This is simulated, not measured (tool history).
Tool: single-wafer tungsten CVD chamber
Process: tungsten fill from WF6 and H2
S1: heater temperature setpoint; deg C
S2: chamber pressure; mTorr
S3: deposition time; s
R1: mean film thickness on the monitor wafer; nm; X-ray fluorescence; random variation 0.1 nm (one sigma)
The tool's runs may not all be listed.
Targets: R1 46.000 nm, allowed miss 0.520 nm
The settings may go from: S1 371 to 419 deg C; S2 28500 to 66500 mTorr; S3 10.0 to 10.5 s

run	hour	S1	S2	S3	R1
1	0.0	395	47500	10.5	37.326
2	1.1	395	51500	10.5	38.756
3	2.4	395	51500	10.0	37.021
4	8.3	397	51500	10.0	38.528
5	10.5	397	51500	10.5	40.507
6	11.9	397	51500	10.0	38.403
7	19.2	399	51500	10.0	40.107
# hour 20.0: capacitance manometer re-zeroed and calibrated
8	20.0	400	51500	10.0	39.820
9	21.4	402	51500	10.0	41.540
10	23.9	403	51500	10.0	42.365
11	29.8	404	51500	10.0	43.245
12	31.2	405	51500	10.0	44.110
13	39.6	406	51500	10.0	44.877

4 next moves are on the table. One of them brings every result within its allowed miss. Which?
A	48.0	398	60400	10.5	?
B	48.0	405	50700	10.0	?
C	48.0	409	41600	10.0	?
D	48.0	403	54500	10.5	?

move	R1
A	43.654
B	43.727
C	42.309
D	45.841
A: further off than the last run
B: further off than the last run
C: further off than the last run
D: meets every target
Move D is the one to make.

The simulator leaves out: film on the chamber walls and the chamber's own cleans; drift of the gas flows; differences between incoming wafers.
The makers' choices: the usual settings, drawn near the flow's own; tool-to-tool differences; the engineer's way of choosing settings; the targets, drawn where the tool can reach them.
